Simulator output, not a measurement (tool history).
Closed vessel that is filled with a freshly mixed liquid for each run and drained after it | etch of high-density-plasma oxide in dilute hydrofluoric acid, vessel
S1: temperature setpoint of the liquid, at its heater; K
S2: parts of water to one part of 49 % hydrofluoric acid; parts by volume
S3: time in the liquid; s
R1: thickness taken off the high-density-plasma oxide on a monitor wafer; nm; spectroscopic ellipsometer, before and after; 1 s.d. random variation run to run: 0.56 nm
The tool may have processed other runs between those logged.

Run 1, hour 0: S1 299.15 K, S2 60 parts by volume, S3 210 s. Result: R1 25.485 nm.
Run 2, hour 1.8: S1 299.15 K, S2 40 parts by volume, S3 210 s. Result: R1 39.824 nm.
Run 3, hour 4.1: S1 300.15 K, S2 40 parts by volume, S3 210 s. Result: R1 41.669 nm.
Run 4, hour 12.9: S1 300.15 K, S2 25 parts by volume, S3 210 s. Result: R1 66.698 nm.
Run 5, hour 19.9: S1 300.15 K, S2 25 parts by volume, S3 210 s. Result: R1 67.065 nm.
Run 6, hour 23.4: S1 300.15 K, S2 35 parts by volume, S3 210 s. Result: R1 46.753 nm.
Run 7, hour 30.2: S1 300.65 K, S2 35 parts by volume, S3 210 s. Result: R1 48.474 nm.
Run 8, hour 32.9: S1 301.15 K, S2 35 parts by volume, S3 210 s. Result: R1 49.5 nm.
Run 9, hour 41.6: S1 301.65 K, S2 35 parts by volume, S3 210 s. Result: R1 50.008 nm.

Run 10 is up next; what results do you expect?
Run 10, hour 44.5: S1 302.15 K, S2 35 parts by volume, S3 210 s. Result: R1 ?.

For run 10 the tool returned R1 51.206 nm.
